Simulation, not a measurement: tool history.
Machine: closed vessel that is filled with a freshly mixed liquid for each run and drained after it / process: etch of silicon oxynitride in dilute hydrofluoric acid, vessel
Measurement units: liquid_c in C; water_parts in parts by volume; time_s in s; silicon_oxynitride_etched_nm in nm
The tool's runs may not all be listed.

| run | hour | liquid_c | water_parts | time_s | silicon_oxynitride_etched_nm |
|---|---|---|---|---|---|
| 1 | 0.0 | 21.0 | 150 | 765 | 7.9978 |
| 2 | 7.0 | 21.0 | 120 | 765 | 10.1210 |
| 3 | 13.4 | 21.0 | 120 | 765 | 10.1710 |
| 4 | 18.6 | 21.0 | 120 | 585 | 7.8157 |
| 5 | 23.1 | 24.0 | 120 | 585 | 9.0144 |
| 6 | 24.6 | 24.0 | 120 | 585 | 8.9423 |
| 7 | 26.7 | 24.5 | 110 | 590 | 10.2750 |
| 8 | 28.3 | 25.0 | 105 | 590 | 10.9240 |
| 9 | 35.5 | 25.5 | 100 | 590 | 11.7580 |
| 10 | 43.3 | 29.0 | 50 | 595 | 29.2850 |
| 11 | 50.2 | 28.5 | 50 | 595 | 28.7960 |
| 12 | 55.0 | 28.0 | 50 | 595 | 28.1610 |

Forecast run 13:
| 13 | 63.3 | 27.0 | 50 | 595 | ? |

{"run 13": {"silicon_oxynitride_etched_nm": 27.011}}
